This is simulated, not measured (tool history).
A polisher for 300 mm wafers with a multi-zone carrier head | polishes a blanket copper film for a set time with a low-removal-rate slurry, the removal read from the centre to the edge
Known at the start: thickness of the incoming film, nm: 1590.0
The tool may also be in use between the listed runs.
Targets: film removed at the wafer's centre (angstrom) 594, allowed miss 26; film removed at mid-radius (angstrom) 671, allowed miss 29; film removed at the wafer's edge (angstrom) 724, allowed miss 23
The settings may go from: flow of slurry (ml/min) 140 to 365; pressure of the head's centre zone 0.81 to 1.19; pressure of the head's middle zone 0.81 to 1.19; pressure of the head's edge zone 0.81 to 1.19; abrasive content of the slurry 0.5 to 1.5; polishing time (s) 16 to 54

run,hour,flow of slurry (ml/min),pressure of the head's centre zone,pressure of the head's middle zone,pressure of the head's edge zone,abrasive content of the slurry,polishing time (s),film removed at the wafer's centre (angstrom),film removed at mid-radius (angstrom),film removed at the wafer's edge (angstrom)
1,0,235,1,1,1,1,35,699.31,701.66,727.72
2,7.5,230,0.97,0.99,1.01,1,35,674.17,701.13,738.22
3,8.1,230,0.97,0.99,1.01,1,39,780.67,787.05,809.87
4,15,225,0.93,0.97,1.01,0.9,39,706.95,744.96,793.93
5,20.1,225,0.93,0.97,1.01,0.75,39,692.55,720.49,756.14
6,27.2,185,0.93,0.97,1.01,0.75,39,672.85,683.56,740.05
7,33.6,180,0.91,0.97,1.01,0.75,39,649.07,688.98,735.06
# hour 42.2: slurry nozzle cleaned
8,42.2,165,0.85,0.94,1.02,0.7,39,618.42,680.23,753.2
9,47.9,160,0.85,0.94,1.01,0.7,39,619.59,688.86,750.59

Which of these 5 next moves meets every target?
A,53.6,155,0.86,0.98,0.9,0.9,38,?,?,?
B,53.6,170,0.84,1,0.89,0.6,42,?,?,?
C,53.6,175,0.85,0.89,0.96,0.65,41,?,?,?
D,53.6,250,0.86,0.97,1.08,0.55,37,?,?,?
E,53.6,160,0.89,0.94,0.96,0.65,40,?,?,?

move,film removed at the wafer's centre (angstrom),film removed at mid-radius (angstrom),film removed at the wafer's edge (angstrom)
A,638.12,750.37,733.15
B,642.41,785.2,746.76
C,648.6,710.62,771.93
D,604.13,698.16,737.49
E,651.8,714.45,744.33
A: brings the result that was furthest off to its target, and leaves another outside
B: brings the result that was furthest off to its target, and leaves another outside
C: further off than the last run
D: meets every target
E: brings the result that was furthest off to its target, and leaves another outside
Answer: D

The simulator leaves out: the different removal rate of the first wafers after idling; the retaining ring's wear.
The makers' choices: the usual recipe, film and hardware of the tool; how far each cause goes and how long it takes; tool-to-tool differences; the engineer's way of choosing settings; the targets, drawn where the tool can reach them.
